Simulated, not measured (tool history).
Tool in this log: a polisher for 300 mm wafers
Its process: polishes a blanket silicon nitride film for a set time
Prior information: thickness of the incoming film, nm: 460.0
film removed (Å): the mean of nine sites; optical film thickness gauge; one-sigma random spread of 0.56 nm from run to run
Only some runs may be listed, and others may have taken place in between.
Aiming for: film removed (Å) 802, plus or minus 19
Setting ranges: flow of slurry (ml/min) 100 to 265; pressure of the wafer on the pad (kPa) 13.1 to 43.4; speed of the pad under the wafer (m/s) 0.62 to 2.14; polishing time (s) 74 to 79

run	hour	flow of slurry (ml/min)	pressure of the wafer on the pad (kPa)	speed of the pad under the wafer (m/s)	polishing time (s)	film removed (Å)
1	0	170	28.3	1.38	74	1778
2	4.3	170	24.8	1.38	74	1544.6
3	7.3	170	20.7	1.38	74	1301.3
4	9	170	20.7	1.56	74	1444
5	14	170	20.7	1.34	74	1266.7
6	20.9	160	18.6	1.28	74	1100.1
7	22.4	110	13.1	1.2	74	717.16
8	28.1	120	13.1	1.2	74	723.57
9	29.6	170	15.2	1.2	74	871.8

Which one of the following 5 next-run settings gets every result inside its allowed miss? There is exactly one.
A	31.1	160	19.3	0.7	79	?
B	31.1	155	13.8	1.24	74	?
C	31.1	185	14.5	1.06	74	?
D	31.1	175	15.2	1.02	74	?
E	31.1	150	16.5	1.06	75	?

move	film removed (Å)
A	753.36
B	807.45
C	759.75
D	765.41
E	854.58
A: moves the result that the last run missed by most past its target, out the other side
B: every result within its allowed miss
C: moves the result that the last run missed by most past its target, out the other side
D: moves the result that the last run missed by most past its target, out the other side
E: nearer the targets than the last run, but a result is still out of spec
So the answer is move B, the one that meets all the targets.

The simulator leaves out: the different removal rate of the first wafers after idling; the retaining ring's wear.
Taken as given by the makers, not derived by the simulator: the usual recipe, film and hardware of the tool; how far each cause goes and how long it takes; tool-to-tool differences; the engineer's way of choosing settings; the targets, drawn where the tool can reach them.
